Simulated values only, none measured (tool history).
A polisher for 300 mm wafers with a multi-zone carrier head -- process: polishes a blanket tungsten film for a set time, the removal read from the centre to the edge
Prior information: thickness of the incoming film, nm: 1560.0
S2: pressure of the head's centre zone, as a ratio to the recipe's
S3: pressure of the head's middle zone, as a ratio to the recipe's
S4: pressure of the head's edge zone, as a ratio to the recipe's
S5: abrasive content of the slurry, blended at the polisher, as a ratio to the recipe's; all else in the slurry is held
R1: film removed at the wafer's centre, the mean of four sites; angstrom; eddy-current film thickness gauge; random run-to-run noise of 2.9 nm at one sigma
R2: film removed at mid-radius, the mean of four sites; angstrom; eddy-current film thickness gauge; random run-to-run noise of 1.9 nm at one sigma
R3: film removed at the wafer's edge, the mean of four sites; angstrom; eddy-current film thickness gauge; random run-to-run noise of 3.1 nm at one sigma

{"run": 1, "day": 0.0, "flow of slurry (ml/min)": 230, "S2": 1.0, "S3": 1.0, "S4": 1.0, "S5": 1.0, "polishing time (s)": 89, "R1": 4316.8, "R2": 4419.1, "R3": 4406.8}
{"run": 2, "day": 0.125, "flow of slurry (ml/min)": 215, "S2": 0.94, "S3": 1.0, "S4": 0.99, "S5": 0.85, "polishing time (s)": 81, "R1": 3525.2, "R2": 3836.6, "R3": 3778.4}
{"run": 3, "day": 0.229, "flow of slurry (ml/min)": 200, "S2": 0.9, "S3": 1.01, "S4": 1.0, "S5": 0.75, "polishing time (s)": 76, "R1": 2999.7, "R2": 3429.1, "R3": 3495.2}
{"run": 4, "day": 0.504, "flow of slurry (ml/min)": 200, "S2": 0.9, "S3": 1.01, "S4": 1.0, "S5": 0.65, "polishing time (s)": 76, "R1": 2927.9, "R2": 3337.7, "R3": 3327.7}
{"run": 5, "day": 0.592, "flow of slurry (ml/min)": 150, "S2": 0.9, "S3": 1.01, "S4": 1.0, "S5": 0.65, "polishing time (s)": 76, "R1": 2741.0, "R2": 3172.1, "R3": 3160.0}
{"run": 6, "day": 0.858, "flow of slurry (ml/min)": 150, "S2": 0.9, "S3": 1.01, "S4": 0.96, "S5": 0.65, "polishing time (s)": 76, "R1": 2757.0, "R2": 3216.8, "R3": 3101.1}
{"run": 7, "day": 0.892, "flow of slurry (ml/min)": 145, "S2": 0.88, "S3": 1.01, "S4": 0.96, "S5": 0.6, "polishing time (s)": 74, "R1": 2541.2, "R2": 3014.5, "R3": 3005.3}
{"run": 8, "day": 1.217, "flow of slurry (ml/min)": 145, "S2": 0.87, "S3": 1.02, "S4": 0.94, "S5": 0.55, "polishing time (s)": 73, "R1": 2432.8, "R2": 2941.8, "R3": 2791.8}

Forecast run 9:
{"run": 9, "day": 1.554, "flow of slurry (ml/min)": 140, "S2": 0.81, "S3": 1.01, "S4": 0.97, "S5": 0.5, "polishing time (s)": 72, "R1": "?", "R2": "?", "R3": "?"}

{"run 9": {"R1": 2129.9, "R2": 2749.5, "R3": 2763.6}}
